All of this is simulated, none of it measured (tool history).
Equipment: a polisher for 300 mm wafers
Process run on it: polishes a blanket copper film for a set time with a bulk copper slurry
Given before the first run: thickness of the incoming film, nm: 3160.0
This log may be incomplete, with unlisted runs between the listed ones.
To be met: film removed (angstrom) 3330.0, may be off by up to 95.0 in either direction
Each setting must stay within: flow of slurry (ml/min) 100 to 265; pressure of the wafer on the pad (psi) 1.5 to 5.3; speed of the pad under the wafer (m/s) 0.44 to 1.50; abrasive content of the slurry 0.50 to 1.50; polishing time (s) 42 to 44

| run | hour | flow of slurry (ml/min) | pressure of the wafer on the pad (psi) | speed of the pad under the wafer (m/s) | abrasive content of the slurry | polishing time (s) | film removed (angstrom) |
|---|---|---|---|---|---|---|---|
| 1 | 0.0 | 170 | 3.4 | 0.96 | 1.00 | 42 | 3807.0 |
| 2 | 0.8 | 170 | 3.4 | 0.96 | 1.15 | 42 | 3976.7 |
| 3 | 2.7 | 165 | 3.2 | 0.96 | 1.15 | 42 | 3758.0 |
| 4 | 8.5 | 195 | 3.2 | 0.96 | 1.15 | 42 | 3907.3 |
| 5 | 12.0 | 215 | 3.2 | 0.96 | 1.15 | 42 | 3882.2 |
| 6 | 19.5 | 210 | 3.0 | 0.96 | 1.15 | 42 | 3763.8 |
| 7 | 26.1 | 195 | 2.9 | 0.96 | 1.15 | 42 | 3655.0 |
| 8 | 30.1 | 190 | 2.8 | 0.96 | 1.15 | 42 | 3579.8 |
| 9 | 30.8 | 185 | 2.7 | 0.96 | 1.15 | 42 | 3551.6 |

5 candidate next runs follow, results not yet known. Just one meets every target within its allowed miss. Identify it.
| A | 31.5 | 200 | 3.1 | 0.68 | 1.15 | 44 | ? |
| B | 31.5 | 215 | 3.0 | 0.98 | 1.05 | 43 | ? |
| C | 31.5 | 165 | 2.5 | 0.82 | 1.40 | 42 | ? |
| D | 31.5 | 195 | 2.6 | 0.80 | 1.15 | 42 | ? |
| E | 31.5 | 180 | 3.0 | 0.88 | 1.50 | 42 | ? |

| move | film removed (angstrom) |
|---|---|
| A | 3264.6 |
| B | 3793.1 |
| C | 3105.7 |
| D | 3051.5 |
| E | 3725.6 |
A: meets every target
B: moves away from the targets compared with the last run
C: carries the result that was furthest off beyond its target, to the other side
D: carries the result that was furthest off beyond its target, to the other side
E: moves away from the targets compared with the last run
The right move is A.

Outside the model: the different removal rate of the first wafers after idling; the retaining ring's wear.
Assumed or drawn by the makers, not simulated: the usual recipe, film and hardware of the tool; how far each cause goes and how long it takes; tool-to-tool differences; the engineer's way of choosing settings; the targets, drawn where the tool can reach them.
